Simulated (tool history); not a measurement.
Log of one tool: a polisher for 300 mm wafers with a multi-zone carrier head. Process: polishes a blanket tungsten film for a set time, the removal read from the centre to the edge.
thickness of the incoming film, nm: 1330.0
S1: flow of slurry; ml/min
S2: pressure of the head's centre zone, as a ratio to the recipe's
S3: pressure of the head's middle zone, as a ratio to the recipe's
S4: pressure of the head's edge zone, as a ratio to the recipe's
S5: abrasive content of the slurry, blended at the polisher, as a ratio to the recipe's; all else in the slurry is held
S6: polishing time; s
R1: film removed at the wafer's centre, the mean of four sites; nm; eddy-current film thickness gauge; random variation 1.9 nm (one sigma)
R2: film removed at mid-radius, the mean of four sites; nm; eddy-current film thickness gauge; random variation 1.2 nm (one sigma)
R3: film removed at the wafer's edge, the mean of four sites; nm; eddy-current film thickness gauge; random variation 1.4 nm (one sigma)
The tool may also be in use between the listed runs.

{"run": 1, "hour": 0.0, "S1": 305, "S2": 1.0, "S3": 1.0, "S4": 1.0, "S5": 1.0, "S6": 44, "R1": 244.85, "R2": 246.66, "R3": 239.41}
{"run": 2, "hour": 1.6, "S1": 310, "S2": 1.01, "S3": 1.01, "S4": 0.97, "S5": 0.9, "S6": 41, "R1": 229.35, "R2": 230.38, "R3": 218.59}
{"run": 3, "hour": 8.8, "S1": 310, "S2": 1.01, "S3": 1.01, "S4": 0.97, "S5": 0.8, "S6": 41, "R1": 231.89, "R2": 223.67, "R3": 213.75}
{"run": 4, "hour": 12.6, "S1": 310, "S2": 1.06, "S3": 1.01, "S4": 0.97, "S5": 0.8, "S6": 41, "R1": 243.89, "R2": 223.46, "R3": 215.64}
{"run": 5, "hour": 21.1, "S1": 315, "S2": 1.05, "S3": 1.02, "S4": 0.94, "S5": 0.75, "S6": 38, "R1": 219.94, "R2": 206.26, "R3": 195.01}
{"run": 6, "hour": 27.1, "S1": 315, "S2": 1.05, "S3": 1.04, "S4": 0.92, "S5": 0.7, "S6": 36, "R1": 205.64, "R2": 200.73, "R3": 181.06}
{"run": 7, "hour": 34.6, "S1": 315, "S2": 1.05, "S3": 1.04, "S4": 0.9, "S5": 0.65, "S6": 34, "R1": 192.81, "R2": 186.14, "R3": 169.4}

Run 8 comes next. What will it give?
{"run": 8, "hour": 37.6, "S1": 315, "S2": 1.06, "S3": 1.05, "S4": 0.88, "S5": 0.6, "S6": 33, "R1": "?", "R2": "?", "R3": "?"}

Run 8 gave R1 186.56 nm, R2 183.06 nm, R3 162.15 nm.
